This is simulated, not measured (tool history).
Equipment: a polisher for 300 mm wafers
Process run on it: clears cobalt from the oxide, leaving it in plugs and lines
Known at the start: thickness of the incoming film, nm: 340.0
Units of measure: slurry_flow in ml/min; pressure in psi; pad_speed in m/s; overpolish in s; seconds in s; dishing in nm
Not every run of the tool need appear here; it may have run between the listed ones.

| run | day | slurry_flow | pressure | pad_speed | overpolish | seconds | dishing |
|---|---|---|---|---|---|---|---|
| 1 | 0.000 | 250 | 1.3 | 0.96 | 13 | 108.480 | 28.881 |
| 2 | 0.362 | 250 | 1.3 | 0.96 | 7 | 108.770 | 17.610 |
| 3 | 0.621 | 250 | 1.3 | 0.80 | 7 | 129.510 | 15.478 |
| 4 | 0.683 | 190 | 1.3 | 0.80 | 7 | 137.010 | 15.120 |
| 5 | 0.938 | 200 | 1.6 | 0.88 | 8 | 101.180 | 21.003 |
| 6 | 1.196 | 215 | 1.8 | 0.94 | 8 | 83.405 | 24.973 |
| 7 | 1.283 | 225 | 1.9 | 1.00 | 8 | 76.465 | 26.476 |
| 8 | 1.642 | 225 | 2.0 | 1.08 | 8 | 65.674 | 29.856 |

Run 9 is up next; what results do you expect?
| 9 | 1.675 | 225 | 2.0 | 1.12 | 8 | ? | ? |

{"run 9": {"seconds": 64.628, "dishing": 29.811}}
